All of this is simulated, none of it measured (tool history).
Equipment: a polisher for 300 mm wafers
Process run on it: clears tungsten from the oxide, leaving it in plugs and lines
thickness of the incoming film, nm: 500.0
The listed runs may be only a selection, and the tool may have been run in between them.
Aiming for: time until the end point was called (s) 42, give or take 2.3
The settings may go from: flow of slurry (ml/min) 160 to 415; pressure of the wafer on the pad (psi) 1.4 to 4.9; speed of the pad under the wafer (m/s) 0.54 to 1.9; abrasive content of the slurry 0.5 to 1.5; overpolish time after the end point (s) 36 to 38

run	hour	flow of slurry (ml/min)	pressure of the wafer on the pad (psi)	speed of the pad under the wafer (m/s)	abrasive content of the slurry	overpolish time after the end point (s)	time until the end point was called (s)
1	0	265	3.1	1.22	1	36	84.904
2	5.4	265	3.4	1.24	1	36	76.807
3	8.1	265	3.4	1.24	0.85	36	76.867
4	9.1	265	3.4	1	0.85	36	97.668
5	9.9	265	3.6	1.06	0.85	36	83.7
6	11.5	265	3.8	1.1	0.85	36	78.494
7	14.7	265	4	1.16	0.85	36	70.619
8	19	265	4.1	1.2	0.85	36	66.979
9	24.2	265	4.2	1.24	0.85	36	63.146
10	26.3	270	4.9	1.5	0.9	36	45.118
11	29.5	270	4.9	1.52	0.9	36	44.761

Exactly one of the 4 candidate moves below puts every result within its allowed miss. Which one?
A	32.7	300	4.4	1.5	0.9	36	?
B	32.7	335	4.9	1.76	0.8	36	?
C	32.7	190	4.9	1.62	1.05	36	?
D	32.7	320	4.9	1.76	0.9	36	?

move	time until the end point was called (s)
A	50.243
B	39.005
C	43.331
D	38.444
A: lands further from the targets than the last run did
B: takes the result that was furthest off past its target
C: hits every target within its allowed miss
D: takes the result that was furthest off past its target
Correct choice: C, which meets every target
